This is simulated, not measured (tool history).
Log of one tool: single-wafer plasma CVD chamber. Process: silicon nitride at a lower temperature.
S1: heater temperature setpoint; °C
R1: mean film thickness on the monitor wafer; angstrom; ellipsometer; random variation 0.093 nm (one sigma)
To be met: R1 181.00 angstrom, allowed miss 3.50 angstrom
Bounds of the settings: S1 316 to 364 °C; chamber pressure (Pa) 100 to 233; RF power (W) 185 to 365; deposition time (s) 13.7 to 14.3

{"run": 1, "hour": 0.0, "S1": 340, "chamber pressure (Pa)": 167, "RF power (W)": 275, "deposition time (s)": 14.3, "R1": 147.44}
{"run": 2, "hour": 1.8, "S1": 340, "chamber pressure (Pa)": 173, "RF power (W)": 280, "deposition time (s)": 14.3, "R1": 152.26}
{"run": 3, "hour": 8.6, "S1": 340, "chamber pressure (Pa)": 201, "RF power (W)": 280, "deposition time (s)": 14.3, "R1": 156.15}
{"run": 4, "hour": 9.2, "S1": 340, "chamber pressure (Pa)": 204, "RF power (W)": 285, "deposition time (s)": 14.3, "R1": 161.18}
{"run": 5, "hour": 12.8, "S1": 340, "chamber pressure (Pa)": 204, "RF power (W)": 285, "deposition time (s)": 13.7, "R1": 153.29}
{"run": 6, "hour": 15.4, "S1": 334, "chamber pressure (Pa)": 204, "RF power (W)": 285, "deposition time (s)": 13.7, "R1": 154.77}
{"run": 7, "hour": 20.5, "S1": 334, "chamber pressure (Pa)": 207, "RF power (W)": 290, "deposition time (s)": 13.7, "R1": 156.45}
{"run": 8, "hour": 25.7, "S1": 334, "chamber pressure (Pa)": 208, "RF power (W)": 295, "deposition time (s)": 13.7, "R1": 158.98}
{"run": 9, "hour": 27.1, "S1": 334, "chamber pressure (Pa)": 208, "RF power (W)": 295, "deposition time (s)": 13.7, "R1": 159.75}
{"run": 10, "hour": 28.4, "S1": 334, "chamber pressure (Pa)": 211, "RF power (W)": 300, "deposition time (s)": 13.7, "R1": 161.41}
{"run": 11, "hour": 36.3, "S1": 334, "chamber pressure (Pa)": 212, "RF power (W)": 305, "deposition time (s)": 13.7, "R1": 163.75}
{"run": 12, "hour": 44.8, "S1": 334, "chamber pressure (Pa)": 213, "RF power (W)": 310, "deposition time (s)": 13.7, "R1": 165.9}
{"run": 13, "hour": 51.7, "S1": 334, "chamber pressure (Pa)": 215, "RF power (W)": 315, "deposition time (s)": 13.7, "R1": 167.19}
{"run": 14, "hour": 56.2, "S1": 334, "chamber pressure (Pa)": 216, "RF power (W)": 320, "deposition time (s)": 13.7, "R1": 171.0}
{"run": 15, "hour": 58.7, "S1": 334, "chamber pressure (Pa)": 217, "RF power (W)": 320, "deposition time (s)": 13.7, "R1": 170.14}
{"run": 16, "hour": 67.0, "S1": 334, "chamber pressure (Pa)": 219, "RF power (W)": 320, "deposition time (s)": 13.7, "R1": 171.1}
{"run": 17, "hour": 67.8, "S1": 334, "chamber pressure (Pa)": 220, "RF power (W)": 320, "deposition time (s)": 13.7, "R1": 171.98}
{"run": 18, "hour": 74.3, "S1": 334, "chamber pressure (Pa)": 221, "RF power (W)": 320, "deposition time (s)": 13.7, "R1": 171.68}
{"run": 19, "hour": 75.1, "S1": 334, "chamber pressure (Pa)": 223, "RF power (W)": 320, "deposition time (s)": 13.7, "R1": 172.95}
{"run": 20, "hour": 77.8, "S1": 334, "chamber pressure (Pa)": 224, "RF power (W)": 320, "deposition time (s)": 13.7, "R1": 172.42}

Which of these 4 next moves meets every target?
{"run": "A", "hour": 80.5, "S1": 341, "chamber pressure (Pa)": 195, "RF power (W)": 360, "deposition time (s)": 13.7, "R1": "?"}
{"run": "B", "hour": 80.5, "S1": 327, "chamber pressure (Pa)": 231, "RF power (W)": 280, "deposition time (s)": 13.7, "R1": "?"}
{"run": "C", "hour": 80.5, "S1": 336, "chamber pressure (Pa)": 219, "RF power (W)": 305, "deposition time (s)": 13.7, "R1": "?"}
{"run": "D", "hour": 80.5, "S1": 332, "chamber pressure (Pa)": 231, "RF power (W)": 285, "deposition time (s)": 14.3, "R1": "?"}

move=A R1=178.98
move=B R1=155.42
move=C R1=163.47
move=D R1=164.24
A: meets every target
B: further off than the last run
C: further off than the last run
D: further off than the last run
Answer: A
